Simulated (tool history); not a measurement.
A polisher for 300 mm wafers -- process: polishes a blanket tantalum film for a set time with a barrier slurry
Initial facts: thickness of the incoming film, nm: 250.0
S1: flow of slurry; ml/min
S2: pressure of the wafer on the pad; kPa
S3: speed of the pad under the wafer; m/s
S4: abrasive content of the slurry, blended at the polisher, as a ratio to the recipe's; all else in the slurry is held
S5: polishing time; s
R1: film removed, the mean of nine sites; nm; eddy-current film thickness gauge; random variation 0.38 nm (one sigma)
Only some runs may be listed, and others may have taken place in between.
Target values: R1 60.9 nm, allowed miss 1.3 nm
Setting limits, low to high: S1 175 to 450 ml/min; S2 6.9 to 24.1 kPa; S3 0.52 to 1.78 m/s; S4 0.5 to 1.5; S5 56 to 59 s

| run | hour | S1 | S2 | S3 | S4 | S5 | R1 |
|---|---|---|---|---|---|---|---|
| 1 | 0 | 290 | 15.2 | 1.14 | 1 | 56 | 111.81 |
| 2 | 6 | 285 | 12.4 | 1.12 | 1 | 56 | 90.686 |
| 3 | 12.7 | 280 | 11 | 1.12 | 1 | 56 | 80.177 |
| 4 | 18.7 | 270 | 10.3 | 1.12 | 1 | 56 | 75.596 |
| 5 | 20.9 | 255 | 9.7 | 1.12 | 1 | 56 | 70.448 |
| 6 | 22.3 | 255 | 6.9 | 1.12 | 1 | 56 | 50.83 |
| 7 | 26.1 | 255 | 7.6 | 1.12 | 1 | 56 | 55.604 |
| 8 | 32.6 | 270 | 7.6 | 1.12 | 1 | 56 | 56.125 |

Which one of the following 4 next-run settings gets every result inside its allowed miss? There is exactly one.
| A | 39.1 | 285 | 7.6 | 1 | 1 | 56 | ? |
| B | 39.1 | 290 | 8.3 | 1.1 | 1 | 59 | ? |
| C | 39.1 | 255 | 7.6 | 1.12 | 0.95 | 57 | ? |
| D | 39.1 | 400 | 7.6 | 1.14 | 1 | 58 | ? |

| move | R1 |
|---|---|
| A | 50.647 |
| B | 63.637 |
| C | 55.613 |
| D | 61.3 |
A: its largest miss is bigger than the last run's
B: pushes the last run's worst result past its target
C: its largest miss is bigger than the last run's
D: in spec on every target
The right move is D.
